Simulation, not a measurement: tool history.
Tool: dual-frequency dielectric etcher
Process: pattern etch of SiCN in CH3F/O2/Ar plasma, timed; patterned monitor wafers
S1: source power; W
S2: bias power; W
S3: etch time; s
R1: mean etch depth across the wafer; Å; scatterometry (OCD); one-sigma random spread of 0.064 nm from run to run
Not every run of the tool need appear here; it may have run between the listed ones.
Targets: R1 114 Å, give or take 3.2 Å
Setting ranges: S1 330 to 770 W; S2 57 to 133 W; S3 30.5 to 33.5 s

| run | hour | S1 | S2 | S3 | R1 |
|---|---|---|---|---|---|
| 1 | 0 | 550 | 95 | 33.5 | 145.62 |
| 2 | 3.8 | 590 | 95 | 33.5 | 149.68 |
| 3 | 6.8 | 680 | 95 | 33.5 | 160.28 |
| 4 | 10.4 | 650 | 91 | 33 | 152.18 |
| 5 | 15.4 | 620 | 88 | 33 | 146.07 |
| 6 | 22.7 | 620 | 80 | 33 | 142.98 |
| 7 | 25.4 | 590 | 78 | 33 | 137.2 |
| 8 | 27.7 | 590 | 78 | 33 | 138.58 |
| 9 | 33.5 | 570 | 76 | 33 | 135.72 |

Which single option among these 4 for the next run brings every result within its allowed miss of target? Just one does.
| A | 39.3 | 530 | 57 | 32 | ? |
| B | 39.3 | 580 | 74 | 30.5 | ? |
| C | 39.3 | 520 | 78 | 31.5 | ? |
| D | 39.3 | 630 | 62 | 30.5 | ? |

| move | R1 |
|---|---|
| A | 114.34 |
| B | 124.41 |
| C | 123.66 |
| D | 122.39 |
A: in spec on every target
B: nearer than the last run, and not there yet
C: nearer than the last run, and not there yet
D: nearer than the last run, and not there yet
So the answer is move A, the one that meets all the targets.
